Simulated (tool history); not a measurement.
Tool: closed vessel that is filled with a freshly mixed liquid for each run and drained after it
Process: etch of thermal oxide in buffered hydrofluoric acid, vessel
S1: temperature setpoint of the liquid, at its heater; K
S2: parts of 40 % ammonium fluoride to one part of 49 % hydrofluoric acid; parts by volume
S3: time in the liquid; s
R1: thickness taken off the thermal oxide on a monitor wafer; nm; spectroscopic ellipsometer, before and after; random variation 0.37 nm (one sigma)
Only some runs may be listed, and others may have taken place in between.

| run | hour | S1 | S2 | S3 | R1 |
|---|---|---|---|---|---|
| 1 | 0.0 | 294.15 | 19 | 90 | 46.417 |
| 2 | 1.6 | 294.65 | 19 | 90 | 47.550 |
| 3 | 6.7 | 294.65 | 24 | 90 | 39.667 |
| 4 | 11.9 | 296.65 | 24 | 90 | 44.573 |
| 5 | 21.2 | 297.15 | 24 | 90 | 45.843 |
| 6 | 26.8 | 294.65 | 24 | 90 | 39.640 |
| 7 | 33.0 | 295.65 | 24 | 90 | 42.331 |
| 8 | 40.3 | 296.15 | 24 | 90 | 43.509 |
| 9 | 46.3 | 296.65 | 24 | 90 | 44.208 |
| 10 | 55.6 | 297.15 | 24 | 90 | 45.239 |
| 11 | 56.9 | 297.65 | 24 | 90 | 46.526 |
| 12 | 58.6 | 298.15 | 24 | 90 | 47.694 |
| 13 | 64.0 | 298.65 | 24 | 90 | 49.846 |
| 14 | 69.5 | 299.15 | 24 | 90 | 50.664 |
| 15 | 71.4 | 299.65 | 24 | 90 | 52.145 |

Run 16 has not been measured yet. What should we expect?
| 16 | 75.4 | 300.65 | 24 | 90 | ? |

R1: 55.241 nm

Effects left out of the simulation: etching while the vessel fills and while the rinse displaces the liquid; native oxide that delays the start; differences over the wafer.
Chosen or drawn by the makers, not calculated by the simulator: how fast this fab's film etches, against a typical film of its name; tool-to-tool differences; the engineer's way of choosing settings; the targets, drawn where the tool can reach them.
